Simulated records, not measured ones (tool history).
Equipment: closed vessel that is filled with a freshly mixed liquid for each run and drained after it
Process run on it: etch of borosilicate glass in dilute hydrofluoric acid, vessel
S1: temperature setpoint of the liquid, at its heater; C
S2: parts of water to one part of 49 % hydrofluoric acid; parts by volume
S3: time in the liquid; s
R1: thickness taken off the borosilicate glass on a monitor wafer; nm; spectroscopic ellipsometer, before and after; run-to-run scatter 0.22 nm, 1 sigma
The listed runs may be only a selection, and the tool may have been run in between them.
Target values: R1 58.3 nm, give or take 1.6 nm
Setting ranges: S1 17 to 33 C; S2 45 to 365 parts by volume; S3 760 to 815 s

run,hour,S1,S2,S3,R1
1,0,25,205,760,71.427
2,8.1,25,165,760,92.464
3,17.5,25,165,815,99.339
4,21.1,25,125,815,137.23
5,29.2,24,125,815,132.36
6,38.3,21,125,815,117.03
7,44,20.5,135,815,104.36
8,47.6,20,145,815,94.497
9,56.3,19.5,150,815,89.566
10,63.1,19,155,815,84.002
11,66.3,17,210,815,54.637
# hour 69.4: thermometer replaced
12,69.4,18,210,815,62.252

Exercise: of the 4 proposed moves below, exactly one satisfies all targets within the stated allowed misses. Which move is it?
A,72.5,20.5,225,810,?
B,72.5,17,190,760,?
C,72.5,17,195,795,?
D,72.5,20.5,240,810,?

move,R1
A,62.844
B,62.974
C,63.89
D,58.074
A: misses by more than the last run did
B: misses by more than the last run did
C: misses by more than the last run did
D: meets every target
The right move is D.
